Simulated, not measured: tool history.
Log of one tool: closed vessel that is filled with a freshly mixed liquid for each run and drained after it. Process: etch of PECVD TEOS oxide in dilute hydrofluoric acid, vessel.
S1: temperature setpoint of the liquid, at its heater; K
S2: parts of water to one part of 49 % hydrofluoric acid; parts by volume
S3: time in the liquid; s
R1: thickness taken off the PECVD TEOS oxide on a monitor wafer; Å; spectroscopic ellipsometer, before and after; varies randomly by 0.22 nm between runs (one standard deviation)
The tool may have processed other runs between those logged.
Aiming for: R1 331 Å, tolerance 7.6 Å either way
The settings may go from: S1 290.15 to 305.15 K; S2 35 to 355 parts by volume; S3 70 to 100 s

run  hour      S1   S2   S3      R1
  1     0  297.15  195  100  129.57
  2   8.6  298.15  180  100  147.85
  3  15.2  298.15  180  100  149.67
  4  17.9  298.15  210  100  122.11
  5  20.4  299.15  195  100   141.3
  6  25.9  300.15  180  100   160.4
  7  30.1  300.65  170  100  174.05
  8  37.6  301.15  160  100  191.49

Exercise: of the 4 proposed moves below, exactly one satisfies all targets within the stated allowed misses. Which move is it?
  A  45.1  303.15  100  100   ?
  B  45.1  305.15  110  100   ?
  C  45.1  304.15  105  100   ?
  D  45.1  301.15  100  100   ?

move      R1
   A   356.3
   B   343.8
   C  349.71
   D  330.33
A: the result that was furthest off in the last run now lies on the other side of its target
B: the result that was furthest off in the last run now lies on the other side of its target
C: the result that was furthest off in the last run now lies on the other side of its target
D: all results land within tolerance of their targets
Go with D: it meets all targets.
